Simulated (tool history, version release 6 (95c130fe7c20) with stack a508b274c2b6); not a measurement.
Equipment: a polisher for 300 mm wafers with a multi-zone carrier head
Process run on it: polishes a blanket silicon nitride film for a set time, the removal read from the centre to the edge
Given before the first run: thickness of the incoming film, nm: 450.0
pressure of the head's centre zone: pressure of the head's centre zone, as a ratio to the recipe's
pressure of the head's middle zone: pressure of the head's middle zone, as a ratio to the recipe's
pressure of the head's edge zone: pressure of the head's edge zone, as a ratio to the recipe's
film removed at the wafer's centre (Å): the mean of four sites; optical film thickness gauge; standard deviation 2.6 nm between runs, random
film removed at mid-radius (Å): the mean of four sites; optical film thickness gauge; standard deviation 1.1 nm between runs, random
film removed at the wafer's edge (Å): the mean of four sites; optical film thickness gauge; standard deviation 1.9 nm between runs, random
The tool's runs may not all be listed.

run    day  flow of slurry (ml/min)  pressure of the head's centre zone  pressure of the head's middle zone  pressure of the head's edge zone  polishing time (s)  film removed at the wafer's centre (Å)  film removed at mid-radius (Å)  film removed at the wafer's edge (Å)
  1      0                      145                                   1                                   1                                 1                  57                                  1600.8                          1616.1                                1624.3
  2  0.158                      130                                   1                                   1                                 1                  57                                  1593.5                          1569.2                                  1567
  3  0.525                      150                                1.04                                0.99                              1.02                  57                                  1690.7                          1599.5                                1622.7
  4  0.738                      165                                1.04                                0.99                              1.02                  57                                  1751.7                          1630.6                                1647.2
  5  0.929                      175                                1.04                                0.99                              1.05                  58                                  1736.2                          1662.9                                1721.9
  6  1.167                      175                                1.04                                0.95                              1.05                  58                                  1774.8                          1603.7                                1709.5
  7  1.342                      185                                1.05                                0.96                              1.07                  59                                  1818.8                          1672.2                                1754.4
  8  1.454                      190                                1.06                                0.96                              1.09                  60                                  1896.8                          1706.4                                1810.1

Predict the results of run 9:
  9  1.638                      195                                1.06                                0.96                               1.1                  60                                       ?                               ?                                     ?

{"run 9": {"film removed at the wafer's centre (Å)": 1911, "film removed at mid-radius (Å)": 1713.3, "film removed at the wafer's edge (Å)": 1820.7}}
